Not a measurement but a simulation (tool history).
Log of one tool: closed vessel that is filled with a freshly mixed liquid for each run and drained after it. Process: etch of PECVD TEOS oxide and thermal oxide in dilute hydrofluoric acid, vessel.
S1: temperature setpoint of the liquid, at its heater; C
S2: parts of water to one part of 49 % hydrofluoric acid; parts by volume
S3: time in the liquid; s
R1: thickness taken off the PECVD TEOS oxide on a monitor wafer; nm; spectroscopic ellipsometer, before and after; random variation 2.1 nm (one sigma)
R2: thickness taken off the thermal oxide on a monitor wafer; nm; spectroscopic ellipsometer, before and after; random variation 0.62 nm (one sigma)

run 1 day=0 | S1=26 S2=75 S3=325 | R1=51.94 R2=25.391
run 2 day=0.138 | S1=27 S2=70 S3=335 | R1=60.038 R2=29.735
run 3 day=0.312 | S1=27.5 S2=65 S3=345 | R1=67.656 R2=33.576
run 4 day=0.617 | S1=29 S2=65 S3=345 | R1=71.348 R2=35.99
run 5 day=0.671 | S1=29 S2=65 S3=255 | R1=53.275 R2=26.115
run 6 day=0.967 | S1=29.5 S2=60 S3=275 | R1=63.912 R2=31.621
run 7 day=1.117 | S1=30 S2=55 S3=290 | R1=75.326 R2=37.557
run 8 day=1.196 | S1=34 S2=25 S3=400 | R1=280.09 R2=139.05
run 9 day=1.533 | S1=33.5 S2=25 S3=400 | R1=275.03 R2=135.94
run 10 day=1.754 | S1=33.5 S2=25 S3=400 | R1=274.44 R2=138.17
run 11 day=2.004 | S1=33 S2=25 S3=400 | R1=271.04 R2=133.18
run 12 day=2.142 | S1=32.5 S2=25 S3=400 | R1=268.4 R2=132.84
run 13 day=2.271 | S1=32 S2=25 S3=400 | R1=261.8 R2=129.21

Forecast run 14:
run 14 day=2.329 | S1=31.5 S2=25 S3=400 | R1=? R2=?

{"run 14": {"R1": 254.09, "R2": 127.59}}
